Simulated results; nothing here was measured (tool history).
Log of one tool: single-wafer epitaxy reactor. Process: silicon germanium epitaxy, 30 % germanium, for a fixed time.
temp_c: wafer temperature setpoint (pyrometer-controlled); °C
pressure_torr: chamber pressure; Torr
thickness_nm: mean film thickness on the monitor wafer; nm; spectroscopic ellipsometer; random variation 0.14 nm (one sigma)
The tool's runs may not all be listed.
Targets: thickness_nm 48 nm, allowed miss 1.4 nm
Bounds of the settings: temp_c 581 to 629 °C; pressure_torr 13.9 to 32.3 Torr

| run | hour | temp_c | pressure_torr | thickness_nm |
|---|---|---|---|---|
| 1 | 0 | 605 | 23.1 | 69.697 |
| 2 | 5 | 614 | 23.1 | 82.732 |
| 3 | 7.5 | 614 | 25.4 | 87.009 |
| 4 | 14.4 | 614 | 27.1 | 90.001 |
| 5 | 23.3 | 610 | 27.1 | 83.393 |
| 6 | 24.2 | 603 | 27.1 | 72.639 |
| 7 | 31.7 | 597 | 26.8 | 64.064 |
| 8 | 34.2 | 585 | 26.1 | 49.844 |

4 next moves are on the table. One of them brings every result within its allowed miss. Which?
| A | 36.7 | 581 | 26.4 | ? |
| B | 36.7 | 583 | 26.1 | ? |
| C | 36.7 | 581 | 26.2 | ? |
| D | 36.7 | 581 | 24.9 | ? |

| move | thickness_nm |
|---|---|
| A | 45.742 |
| B | 47.401 |
| C | 45.561 |
| D | 44.358 |
A: takes the result that was furthest off past its target
B: meets every target
C: takes the result that was furthest off past its target
D: takes the result that was furthest off past its target
Answer: B

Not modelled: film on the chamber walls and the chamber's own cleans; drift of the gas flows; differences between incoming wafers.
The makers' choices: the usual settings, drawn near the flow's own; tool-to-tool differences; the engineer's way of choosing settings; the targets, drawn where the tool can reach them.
